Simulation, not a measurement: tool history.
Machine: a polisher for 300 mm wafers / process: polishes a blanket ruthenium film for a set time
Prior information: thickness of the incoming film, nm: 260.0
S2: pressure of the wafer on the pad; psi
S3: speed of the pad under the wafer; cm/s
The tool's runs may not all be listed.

{"run": 1, "hour": 0.0, "flow of slurry (ml/min)": 175, "S2": 1.9, "S3": 122, "polishing time (s)": 24, "film removed (angstrom)": 266.43}
{"run": 2, "hour": 5.4, "flow of slurry (ml/min)": 170, "S2": 1.8, "S3": 122, "polishing time (s)": 24, "film removed (angstrom)": 254.07}
{"run": 3, "hour": 7.8, "flow of slurry (ml/min)": 170, "S2": 1.7, "S3": 122, "polishing time (s)": 24, "film removed (angstrom)": 243.93}
{"run": 4, "hour": 11.4, "flow of slurry (ml/min)": 170, "S2": 1.6, "S3": 120, "polishing time (s)": 24, "film removed (angstrom)": 231.23}
{"run": 5, "hour": 15.6, "flow of slurry (ml/min)": 170, "S2": 1.5, "S3": 118, "polishing time (s)": 24, "film removed (angstrom)": 220.42}
{"run": 6, "hour": 18.4, "flow of slurry (ml/min)": 170, "S2": 1.4, "S3": 116, "polishing time (s)": 24, "film removed (angstrom)": 205.32}
{"run": 7, "hour": 24.8, "flow of slurry (ml/min)": 170, "S2": 1.3, "S3": 116, "polishing time (s)": 24, "film removed (angstrom)": 193.35}

For run 8, what comes out?
{"run": 8, "hour": 33.6, "flow of slurry (ml/min)": 170, "S2": 1.2, "S3": 116, "polishing time (s)": 24, "film removed (angstrom)": "?"}

film removed (angstrom): 185.79

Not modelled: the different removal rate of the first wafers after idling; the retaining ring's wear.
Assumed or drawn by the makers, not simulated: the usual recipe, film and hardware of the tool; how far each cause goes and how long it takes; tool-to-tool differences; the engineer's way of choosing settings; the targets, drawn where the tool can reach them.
